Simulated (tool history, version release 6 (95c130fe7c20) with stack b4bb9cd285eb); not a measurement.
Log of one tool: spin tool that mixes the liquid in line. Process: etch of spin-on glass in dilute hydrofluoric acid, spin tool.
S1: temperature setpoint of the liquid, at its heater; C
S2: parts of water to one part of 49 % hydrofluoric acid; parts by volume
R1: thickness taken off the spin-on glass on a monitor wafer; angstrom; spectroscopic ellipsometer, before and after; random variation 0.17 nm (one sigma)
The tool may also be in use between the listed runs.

{"run": 1, "hour": 0.0, "S1": 26.0, "S2": 55, "time under the liquid (s)": 55, "R1": 492.01}
{"run": 2, "hour": 1.1, "S1": 25.5, "S2": 55, "time under the liquid (s)": 55, "R1": 482.16}
{"run": 3, "hour": 9.8, "S1": 25.0, "S2": 55, "time under the liquid (s)": 55, "R1": 472.67}
{"run": 4, "hour": 13.7, "S1": 25.0, "S2": 55, "time under the liquid (s)": 60, "R1": 515.4}
{"run": 5, "hour": 22.1, "S1": 25.0, "S2": 35, "time under the liquid (s)": 60, "R1": 827.71}
{"run": 6, "hour": 30.3, "S1": 25.0, "S2": 35, "time under the liquid (s)": 55, "R1": 763.72}
{"run": 7, "hour": 36.3, "S1": 24.0, "S2": 35, "time under the liquid (s)": 55, "R1": 730.64}
{"run": 8, "hour": 40.0, "S1": 23.0, "S2": 35, "time under the liquid (s)": 55, "R1": 699.37}

Run 9 comes next. What will it give?
{"run": 9, "hour": 42.3, "S1": 19.0, "S2": 55, "time under the liquid (s)": 55, "R1": "?"}

{"run 9": {"R1": 368.73}}
